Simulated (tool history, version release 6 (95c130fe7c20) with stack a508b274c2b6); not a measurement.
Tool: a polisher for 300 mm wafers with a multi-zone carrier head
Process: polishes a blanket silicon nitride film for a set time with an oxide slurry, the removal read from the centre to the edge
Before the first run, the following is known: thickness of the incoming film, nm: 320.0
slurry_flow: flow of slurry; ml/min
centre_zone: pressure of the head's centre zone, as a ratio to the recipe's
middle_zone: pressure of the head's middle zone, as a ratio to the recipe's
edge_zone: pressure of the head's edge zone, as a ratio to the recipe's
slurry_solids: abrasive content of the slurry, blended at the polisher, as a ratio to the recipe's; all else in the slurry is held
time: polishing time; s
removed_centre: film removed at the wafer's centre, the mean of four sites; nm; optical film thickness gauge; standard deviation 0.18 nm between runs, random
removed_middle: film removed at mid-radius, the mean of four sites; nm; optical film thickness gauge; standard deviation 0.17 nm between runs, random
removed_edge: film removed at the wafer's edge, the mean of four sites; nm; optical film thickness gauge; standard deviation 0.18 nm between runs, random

run  hour  slurry_flow  centre_zone  middle_zone  edge_zone  slurry_solids  time  removed_centre  removed_middle  removed_edge
  1   0.0          220         1.00         1.00       1.00           1.00    51          44.329          44.661        46.597
  2   8.6          200         1.00         1.00       1.00           1.00    51          43.357          44.492        46.046
  3  15.9          195         0.99         0.99       0.95           0.85    47          36.939          37.885        38.352
  4  23.8          195         0.99         0.99       0.95           0.85    40          31.214          32.033        32.640
  5  26.0          195         0.99         1.06       0.95           0.85    40          31.324          33.805        32.402
  6  30.7          195         0.99         1.06       0.95           0.70    40          29.064          30.867        29.818

Predict the results of run 7:
  7  37.2          185         0.99         1.04       0.92           0.65    40               ?               ?             ?

removed_centre: 27.563 nm
removed_middle: 29.237 nm
removed_edge: 28.516 nm
